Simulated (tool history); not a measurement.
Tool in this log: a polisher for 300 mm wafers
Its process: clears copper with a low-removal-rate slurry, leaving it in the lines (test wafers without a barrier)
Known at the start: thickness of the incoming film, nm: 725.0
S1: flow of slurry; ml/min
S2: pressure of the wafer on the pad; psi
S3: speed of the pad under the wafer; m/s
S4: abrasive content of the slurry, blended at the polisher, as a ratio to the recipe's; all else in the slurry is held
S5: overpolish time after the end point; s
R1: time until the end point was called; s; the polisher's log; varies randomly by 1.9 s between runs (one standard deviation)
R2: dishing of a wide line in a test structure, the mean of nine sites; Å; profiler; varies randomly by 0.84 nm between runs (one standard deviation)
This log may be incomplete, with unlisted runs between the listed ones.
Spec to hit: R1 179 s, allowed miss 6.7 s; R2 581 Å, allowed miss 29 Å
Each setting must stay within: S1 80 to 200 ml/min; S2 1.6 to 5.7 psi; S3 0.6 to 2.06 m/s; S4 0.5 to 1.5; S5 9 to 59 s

run 1 hour=0 | S1=130 S2=3.6 S3=1.32 S4=1 S5=30 | R1=145.24 R2=967.42
run 2 hour=1 | S1=130 S2=3.4 S3=1.32 S4=1 S5=27 | R1=149.26 R2=853.05
run 3 hour=2.5 | S1=130 S2=3.4 S3=1.06 S4=1 S5=27 | R1=185.59 R2=755.55
run 4 hour=11 | S1=130 S2=4.3 S3=1.06 S4=1 S5=27 | R1=156.56 R2=861.69
run 5 hour=19.1 | S1=130 S2=4.1 S3=1.06 S4=1 S5=24 | R1=160.7 R2=748.79
run 6 hour=20.6 | S1=130 S2=4.1 S3=1.06 S4=1 S5=31 | R1=161.38 R2=940.6
run 7 hour=26.4 | S1=130 S2=4.1 S3=1.06 S4=1 S5=31 | R1=162.05 R2=908.56
run 8 hour=34.1 | S1=130 S2=4.1 S3=1.06 S4=1 S5=31 | R1=161.32 R2=914.76
run 9 hour=43.1 | S1=130 S2=4 S3=1.06 S4=1 S5=28 | R1=166.86 R2=856.38

Of the 5 settings listed for the next run, only one would bring every result within its allowed miss of target. Which one?
run A hour=52.1 | S1=135 S2=3.9 S3=0.88 S4=0.95 S5=22 | R1=? R2=?
run B hour=52.1 | S1=115 S2=4 S3=1.12 S4=0.95 S5=19 | R1=? R2=?
run C hour=52.1 | S1=165 S2=4.2 S3=0.8 S4=1 S5=18 | R1=? R2=?
run D hour=52.1 | S1=90 S2=3.1 S3=1.5 S4=0.8 S5=20 | R1=? R2=?
run E hour=52.1 | S1=115 S2=4.3 S3=0.94 S4=1 S5=19 | R1=? R2=?

move=A R1=202 R2=594.03
move=B R1=162.69 R2=630.17
move=C R1=199.6 R2=507.36
move=D R1=163.22 R2=647.65
move=E R1=180.17 R2=580.41
A: meets the target for the result that was furthest off, but another lies outside its allowed miss
B: gains on the last run, yet a result remains outside its allowed miss
C: takes the result that was furthest off past its target
D: gains on the last run, yet a result remains outside its allowed miss
E: in spec on every target
So the answer is move E, the one that meets all the targets.

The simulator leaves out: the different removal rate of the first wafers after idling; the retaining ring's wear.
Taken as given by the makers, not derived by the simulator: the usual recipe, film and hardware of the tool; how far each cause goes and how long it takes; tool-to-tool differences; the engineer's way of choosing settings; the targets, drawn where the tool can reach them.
